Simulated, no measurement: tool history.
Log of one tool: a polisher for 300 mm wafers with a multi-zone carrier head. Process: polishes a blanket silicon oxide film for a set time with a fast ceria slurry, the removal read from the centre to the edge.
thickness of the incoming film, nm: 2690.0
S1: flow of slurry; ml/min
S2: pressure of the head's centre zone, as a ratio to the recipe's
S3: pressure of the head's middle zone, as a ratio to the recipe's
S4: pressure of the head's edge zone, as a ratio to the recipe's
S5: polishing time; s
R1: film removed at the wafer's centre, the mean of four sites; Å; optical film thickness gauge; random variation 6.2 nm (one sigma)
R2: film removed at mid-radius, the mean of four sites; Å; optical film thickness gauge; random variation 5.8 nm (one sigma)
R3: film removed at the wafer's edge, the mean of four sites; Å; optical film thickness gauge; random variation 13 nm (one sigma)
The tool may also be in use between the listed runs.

run  hour   S1    S2    S3    S4  S5      R1      R2      R3
  1   0.0  250  1.00  1.00  1.00  44  6828.1  6946.3  6888.6
  2   6.8  250  1.00  0.96  1.00  44  6813.3  6666.6  6853.5
  3   8.6  255  1.01  0.98  1.02  45  7061.1  6886.8  7072.1
  4  17.3  260  1.01  1.00  1.04  46  7234.4  7182.5  7202.8
  5  22.4  260  1.01  1.00  1.04  42  6558.4  6601.3  6683.6
  6  27.8  260  1.01  1.01  1.06  43  6703.4  6842.0  6909.3
  7  31.4  260  1.02  1.02  1.08  44  6925.3  6993.8  7166.7

Run 8 comes next. What will it give?
  8  35.3  260  1.03  1.04  1.09  45   ?   ?   ?

R1: 7231.9 Å
R2: 7264.2 Å
R3: 7233.7 Å

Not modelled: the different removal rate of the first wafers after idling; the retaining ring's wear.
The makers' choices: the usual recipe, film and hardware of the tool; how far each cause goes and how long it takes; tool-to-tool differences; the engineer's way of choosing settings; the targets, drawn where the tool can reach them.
